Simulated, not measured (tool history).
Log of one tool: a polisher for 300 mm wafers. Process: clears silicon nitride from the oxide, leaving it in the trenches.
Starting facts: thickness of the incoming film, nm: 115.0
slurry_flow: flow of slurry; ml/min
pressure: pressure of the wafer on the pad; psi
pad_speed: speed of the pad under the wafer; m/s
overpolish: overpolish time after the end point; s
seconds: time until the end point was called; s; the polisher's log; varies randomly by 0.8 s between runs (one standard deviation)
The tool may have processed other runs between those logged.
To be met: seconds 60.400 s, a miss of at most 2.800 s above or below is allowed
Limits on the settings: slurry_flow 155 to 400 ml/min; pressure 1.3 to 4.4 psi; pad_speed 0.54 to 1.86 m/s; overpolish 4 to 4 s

{"run": 1, "hour": 0.0, "slurry_flow": 255, "pressure": 2.8, "pad_speed": 1.18, "overpolish": 4, "seconds": 99.211}
{"run": 2, "hour": 4.3, "slurry_flow": 255, "pressure": 2.8, "pad_speed": 1.18, "overpolish": 4, "seconds": 100.73}
{"run": 3, "hour": 6.4, "slurry_flow": 255, "pressure": 3.0, "pad_speed": 1.18, "overpolish": 4, "seconds": 93.382}
{"run": 4, "hour": 14.9, "slurry_flow": 255, "pressure": 2.4, "pad_speed": 1.18, "overpolish": 4, "seconds": 114.28}
{"run": 5, "hour": 16.0, "slurry_flow": 255, "pressure": 2.4, "pad_speed": 1.18, "overpolish": 4, "seconds": 115.37}
{"run": 6, "hour": 19.1, "slurry_flow": 255, "pressure": 2.7, "pad_speed": 1.18, "overpolish": 4, "seconds": 102.55}
{"run": 7, "hour": 25.8, "slurry_flow": 255, "pressure": 2.9, "pad_speed": 1.18, "overpolish": 4, "seconds": 96.953}
{"run": 8, "hour": 30.2, "slurry_flow": 255, "pressure": 3.1, "pad_speed": 1.18, "overpolish": 4, "seconds": 91.311}
{"run": 9, "hour": 30.8, "slurry_flow": 255, "pressure": 3.3, "pad_speed": 1.18, "overpolish": 4, "seconds": 87.952}
{"run": 10, "hour": 31.8, "slurry_flow": 260, "pressure": 4.1, "pad_speed": 1.28, "overpolish": 4, "seconds": 63.607}

5 candidate next runs follow, results not yet known. Just one meets every target within its allowed miss. Identify it.
{"run": "A", "hour": 32.8, "slurry_flow": 320, "pressure": 4.4, "pad_speed": 1.22, "overpolish": 4, "seconds": "?"}
{"run": "B", "hour": 32.8, "slurry_flow": 275, "pressure": 4.0, "pad_speed": 1.2, "overpolish": 4, "seconds": "?"}
{"run": "C", "hour": 32.8, "slurry_flow": 295, "pressure": 4.1, "pad_speed": 1.24, "overpolish": 4, "seconds": "?"}
{"run": "D", "hour": 32.8, "slurry_flow": 240, "pressure": 4.1, "pad_speed": 1.24, "overpolish": 4, "seconds": "?"}
{"run": "E", "hour": 32.8, "slurry_flow": 180, "pressure": 4.4, "pad_speed": 1.18, "overpolish": 4, "seconds": "?"}

move=A seconds=60.545
move=B seconds=68.400
move=C seconds=64.347
move=D seconds=65.632
move=E seconds=66.348
A: hits every target within its allowed miss
B: further off than the last run
C: further off than the last run
D: further off than the last run
E: further off than the last run
A is the move that brings every result within its allowed miss.
